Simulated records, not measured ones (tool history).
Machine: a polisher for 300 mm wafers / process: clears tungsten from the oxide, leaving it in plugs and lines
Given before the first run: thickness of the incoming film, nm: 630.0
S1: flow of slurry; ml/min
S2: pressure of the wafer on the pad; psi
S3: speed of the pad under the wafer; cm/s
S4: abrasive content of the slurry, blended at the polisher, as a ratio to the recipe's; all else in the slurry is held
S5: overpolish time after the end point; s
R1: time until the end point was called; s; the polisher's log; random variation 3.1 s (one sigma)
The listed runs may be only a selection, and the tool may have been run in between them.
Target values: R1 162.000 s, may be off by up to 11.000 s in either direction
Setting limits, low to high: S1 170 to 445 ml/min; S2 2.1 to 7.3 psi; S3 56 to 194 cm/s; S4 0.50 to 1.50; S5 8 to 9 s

{"run": 1, "hour": 0.0, "S1": 285, "S2": 4.7, "S3": 124, "S4": 1.0, "S5": 9, "R1": 94.688}
{"run": 2, "hour": 2.5, "S1": 285, "S2": 4.7, "S3": 124, "S4": 1.0, "S5": 8, "R1": 100.26}
{"run": 3, "hour": 7.5, "S1": 285, "S2": 4.5, "S3": 122, "S4": 1.0, "S5": 8, "R1": 108.1}
{"run": 4, "hour": 11.7, "S1": 285, "S2": 4.4, "S3": 122, "S4": 1.0, "S5": 8, "R1": 102.34}
{"run": 5, "hour": 19.7, "S1": 285, "S2": 4.4, "S3": 110, "S4": 1.0, "S5": 8, "R1": 112.59}
{"run": 6, "hour": 28.3, "S1": 285, "S2": 4.4, "S3": 110, "S4": 1.0, "S5": 9, "R1": 119.37}
{"run": 7, "hour": 36.8, "S1": 285, "S2": 4.3, "S3": 110, "S4": 1.0, "S5": 9, "R1": 117.38}
{"run": 8, "hour": 40.8, "S1": 285, "S2": 4.1, "S3": 110, "S4": 1.0, "S5": 9, "R1": 118.73}
{"run": 9, "hour": 42.3, "S1": 285, "S2": 3.9, "S3": 108, "S4": 1.0, "S5": 9, "R1": 127.45}
{"run": 10, "hour": 43.5, "S1": 285, "S2": 3.8, "S3": 108, "S4": 1.0, "S5": 9, "R1": 128.22}
{"run": 11, "hour": 44.4, "S1": 285, "S2": 3.7, "S3": 108, "S4": 1.0, "S5": 9, "R1": 128.97}
{"run": 12, "hour": 48.1, "S1": 285, "S2": 3.6, "S3": 106, "S4": 1.0, "S5": 9, "R1": 136.38}
{"run": 13, "hour": 50.9, "S1": 285, "S2": 3.5, "S3": 106, "S4": 1.0, "S5": 9, "R1": 132.97}
{"run": 14, "hour": 59.0, "S1": 285, "S2": 3.4, "S3": 104, "S4": 1.0, "S5": 9, "R1": 139.27}

Pick the move, out of 5, that brings all results within their allowed miss; only one does.
{"run": "A", "hour": 67.1, "S1": 230, "S2": 2.5, "S3": 122, "S4": 1.3, "S5": 8, "R1": "?"}
{"run": "B", "hour": 67.1, "S1": 335, "S2": 3.1, "S3": 96, "S4": 0.9, "S5": 9, "R1": "?"}
{"run": "C", "hour": 67.1, "S1": 310, "S2": 2.3, "S3": 92, "S4": 0.9, "S5": 9, "R1": "?"}
{"run": "D", "hour": 67.1, "S1": 215, "S2": 2.4, "S3": 92, "S4": 1.05, "S5": 9, "R1": "?"}
{"run": "E", "hour": 67.1, "S1": 280, "S2": 2.4, "S3": 74, "S4": 1.3, "S5": 9, "R1": "?"}

move=A R1=132.880
move=B R1=160.940
move=C R1=193.040
move=D R1=188.060
move=E R1=205.420
A: moves away from the targets compared with the last run
B: every result within its allowed miss
C: pushes the last run's worst result past its target
D: pushes the last run's worst result past its target
E: pushes the last run's worst result past its target
Move B is the one to make.

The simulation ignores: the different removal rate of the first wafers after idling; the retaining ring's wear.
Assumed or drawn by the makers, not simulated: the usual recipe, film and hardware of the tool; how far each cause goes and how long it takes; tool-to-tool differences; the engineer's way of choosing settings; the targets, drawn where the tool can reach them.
